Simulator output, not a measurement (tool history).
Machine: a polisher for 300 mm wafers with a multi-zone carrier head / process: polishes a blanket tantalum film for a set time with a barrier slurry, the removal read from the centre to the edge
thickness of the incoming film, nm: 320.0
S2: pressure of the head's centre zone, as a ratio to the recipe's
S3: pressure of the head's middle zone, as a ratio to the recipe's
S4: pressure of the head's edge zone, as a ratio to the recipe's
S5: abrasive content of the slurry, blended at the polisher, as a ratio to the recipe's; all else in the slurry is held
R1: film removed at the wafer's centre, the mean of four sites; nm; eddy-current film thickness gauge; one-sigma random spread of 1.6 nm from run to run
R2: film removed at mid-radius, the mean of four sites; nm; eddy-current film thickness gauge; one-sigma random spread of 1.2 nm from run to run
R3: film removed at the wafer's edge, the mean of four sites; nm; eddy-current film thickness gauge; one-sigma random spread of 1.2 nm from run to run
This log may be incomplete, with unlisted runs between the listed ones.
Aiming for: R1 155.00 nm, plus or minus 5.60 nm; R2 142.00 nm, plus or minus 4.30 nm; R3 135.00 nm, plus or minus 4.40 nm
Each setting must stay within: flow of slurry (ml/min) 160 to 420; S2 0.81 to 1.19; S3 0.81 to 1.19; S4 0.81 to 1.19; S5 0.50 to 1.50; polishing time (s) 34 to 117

Run 1, hour 0.0: flow of slurry (ml/min) 270, S2 1.00, S3 1.00, S4 1.00, S5 1.00, polishing time (s) 75. Result: R1 116.42 nm, R2 113.46 nm, R3 117.74 nm.
Run 2, hour 4.3: flow of slurry (ml/min) 270, S2 1.00, S3 1.00, S4 1.00, S5 0.90, polishing time (s) 75. Result: R1 112.72 nm, R2 110.36 nm, R3 112.63 nm.
Run 3, hour 11.9: flow of slurry (ml/min) 280, S2 1.04, S3 1.04, S4 1.02, S5 0.95, polishing time (s) 75. Result: R1 119.97 nm, R2 113.56 nm, R3 114.33 nm.
Run 4, hour 17.3: flow of slurry (ml/min) 285, S2 1.06, S3 1.07, S4 1.02, S5 1.05, polishing time (s) 76. Result: R1 130.03 nm, R2 122.98 nm, R3 124.22 nm.
Run 5, hour 18.5: flow of slurry (ml/min) 295, S2 1.08, S3 1.10, S4 1.02, S5 1.10, polishing time (s) 76. Result: R1 136.43 nm, R2 129.31 nm, R3 122.96 nm.
Run 6, hour 24.1: flow of slurry (ml/min) 345, S2 1.08, S3 1.10, S4 1.02, S5 1.10, polishing time (s) 76. Result: R1 136.22 nm, R2 130.81 nm, R3 127.06 nm.
Run 7, hour 28.2: flow of slurry (ml/min) 350, S2 1.10, S3 1.11, S4 1.03, S5 1.15, polishing time (s) 76. Result: R1 142.41 nm, R2 134.32 nm, R3 127.02 nm.
Run 8, hour 31.1: flow of slurry (ml/min) 350, S2 1.11, S3 1.11, S4 1.05, S5 1.20, polishing time (s) 76. Result: R1 144.97 nm, R2 134.66 nm, R3 127.75 nm.
Run 9, hour 35.1: flow of slurry (ml/min) 355, S2 1.11, S3 1.11, S4 1.05, S5 1.25, polishing time (s) 76. Result: R1 144.61 nm, R2 136.78 nm, R3 130.83 nm.

Which single option among these 5 for the next run brings every result within its allowed miss of target? Just one does.
Run A, hour 39.1: flow of slurry (ml/min) 365, S2 1.14, S3 1.03, S4 1.00, S5 1.40, polishing time (s) 76. Result: R1 ?, R2 ?, R3 ?.
Run B, hour 39.1: flow of slurry (ml/min) 380, S2 1.03, S3 1.11, S4 1.05, S5 1.30, polishing time (s) 73. Result: R1 ?, R2 ?, R3 ?.
Run C, hour 39.1: flow of slurry (ml/min) 345, S2 1.06, S3 1.19, S4 0.93, S5 1.25, polishing time (s) 78. Result: R1 ?, R2 ?, R3 ?.
Run D, hour 39.1: flow of slurry (ml/min) 400, S2 1.00, S3 1.17, S4 1.13, S5 0.90, polishing time (s) 85. Result: R1 ?, R2 ?, R3 ?.
Run E, hour 39.1: flow of slurry (ml/min) 315, S2 1.15, S3 1.15, S4 1.05, S5 1.20, polishing time (s) 79. Result: R1 ?, R2 ?, R3 ?.

move      R1      R2      R3
   A  157.76  133.11  135.08
   B  134.71  132.88  130.54
   C  145.56  146.87  129.38
   D  135.36  142.91  139.92
   E  156.96  142.28  136.64
A: the furthest-off result lands on target, but another misses its tolerance
B: the biggest miss grows against the last run
C: an improvement on the last run, though not all results are within tolerance
D: the biggest miss grows against the last run
E: all results in spec
The move that meets every target is E.
